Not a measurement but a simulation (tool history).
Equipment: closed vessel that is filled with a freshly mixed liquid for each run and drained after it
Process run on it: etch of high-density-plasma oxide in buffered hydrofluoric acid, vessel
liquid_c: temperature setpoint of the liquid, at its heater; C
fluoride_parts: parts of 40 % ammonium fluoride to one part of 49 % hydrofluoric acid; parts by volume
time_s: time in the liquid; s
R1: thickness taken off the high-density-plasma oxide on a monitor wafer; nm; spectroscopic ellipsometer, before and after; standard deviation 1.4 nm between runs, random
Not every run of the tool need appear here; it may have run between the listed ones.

run 1 day=0.000 | liquid_c=25.0 fluoride_parts=8.0 time_s=85 | R1=136.73
run 2 day=0.183 | liquid_c=26.5 fluoride_parts=8.0 time_s=85 | R1=148.54
run 3 day=0.483 | liquid_c=27.5 fluoride_parts=8.0 time_s=85 | R1=158.30
run 4 day=0.679 | liquid_c=28.0 fluoride_parts=8.0 time_s=85 | R1=161.10
run 5 day=0.983 | liquid_c=28.5 fluoride_parts=8.0 time_s=85 | R1=165.82
run 6 day=1.062 | liquid_c=28.5 fluoride_parts=9.5 time_s=85 | R1=144.91

For run 7, what comes out?
run 7 day=1.279 | liquid_c=29.5 fluoride_parts=9.5 time_s=85 | R1=?

Run 7 came out at R1 153.25 nm.

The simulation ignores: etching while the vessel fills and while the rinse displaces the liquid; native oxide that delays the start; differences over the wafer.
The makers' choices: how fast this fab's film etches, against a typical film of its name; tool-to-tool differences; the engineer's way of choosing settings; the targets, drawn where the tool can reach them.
